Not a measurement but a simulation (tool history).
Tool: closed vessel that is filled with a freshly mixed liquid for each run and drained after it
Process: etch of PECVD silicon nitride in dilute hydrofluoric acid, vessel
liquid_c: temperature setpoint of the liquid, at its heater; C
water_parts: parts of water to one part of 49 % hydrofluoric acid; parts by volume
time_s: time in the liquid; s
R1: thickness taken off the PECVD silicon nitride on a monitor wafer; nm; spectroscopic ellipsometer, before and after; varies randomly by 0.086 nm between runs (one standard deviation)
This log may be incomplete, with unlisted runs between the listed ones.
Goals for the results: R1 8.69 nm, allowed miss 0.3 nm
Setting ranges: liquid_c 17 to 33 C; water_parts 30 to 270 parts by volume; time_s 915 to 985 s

{"run": 1, "hour": 0.0, "liquid_c": 25, "water_parts": 150, "time_s": 915, "R1": 19.494}
{"run": 2, "hour": 1.4, "liquid_c": 28, "water_parts": 150, "time_s": 915, "R1": 23.737}
{"run": 3, "hour": 6.0, "liquid_c": 28, "water_parts": 115, "time_s": 915, "R1": 29.876}
{"run": 4, "hour": 6.8, "liquid_c": 28, "water_parts": 85, "time_s": 915, "R1": 41.177}
{"run": 5, "hour": 10.9, "liquid_c": 25.5, "water_parts": 110, "time_s": 915, "R1": 27.056}
{"run": 6, "hour": 12.2, "liquid_c": 25.5, "water_parts": 70, "time_s": 915, "R1": 43.336}
{"run": 7, "hour": 19.9, "liquid_c": 23.5, "water_parts": 100, "time_s": 915, "R1": 26.393}
{"run": 8, "hour": 27.9, "liquid_c": 22, "water_parts": 115, "time_s": 915, "R1": 20.404}
{"run": 9, "hour": 30.0, "liquid_c": 21, "water_parts": 125, "time_s": 915, "R1": 18.011}
{"run": 10, "hour": 31.1, "liquid_c": 20, "water_parts": 135, "time_s": 915, "R1": 15.366}
{"run": 11, "hour": 33.0, "liquid_c": 19.5, "water_parts": 145, "time_s": 915, "R1": 14.071}
{"run": 12, "hour": 37.0, "liquid_c": 19, "water_parts": 155, "time_s": 915, "R1": 12.672}
{"run": 13, "hour": 44.7, "liquid_c": 19, "water_parts": 155, "time_s": 915, "R1": 12.759}
{"run": 14, "hour": 52.8, "liquid_c": 18.5, "water_parts": 165, "time_s": 915, "R1": 11.631}
{"run": 15, "hour": 56.5, "liquid_c": 18, "water_parts": 170, "time_s": 915, "R1": 10.791}

5 next moves are on the table. One of them brings every result within its allowed miss. Which?
{"run": "A", "hour": 60.2, "liquid_c": 19, "water_parts": 160, "time_s": 970, "R1": "?"}
{"run": "B", "hour": 60.2, "liquid_c": 17.5, "water_parts": 225, "time_s": 940, "R1": "?"}
{"run": "C", "hour": 60.2, "liquid_c": 18, "water_parts": 160, "time_s": 955, "R1": "?"}
{"run": "D", "hour": 60.2, "liquid_c": 17.5, "water_parts": 185, "time_s": 930, "R1": "?"}
{"run": "E", "hour": 60.2, "liquid_c": 17.5, "water_parts": 225, "time_s": 980, "R1": "?"}

move=A R1=13.171
move=B R1=8.3104
move=C R1=12.121
move=D R1=9.9215
move=E R1=8.664
A: further off than the last run
B: takes the result that was furthest off past its target
C: further off than the last run
D: better than the last run, though not everything is in spec
E: every result lands within tolerance
Go with E: it meets all targets.
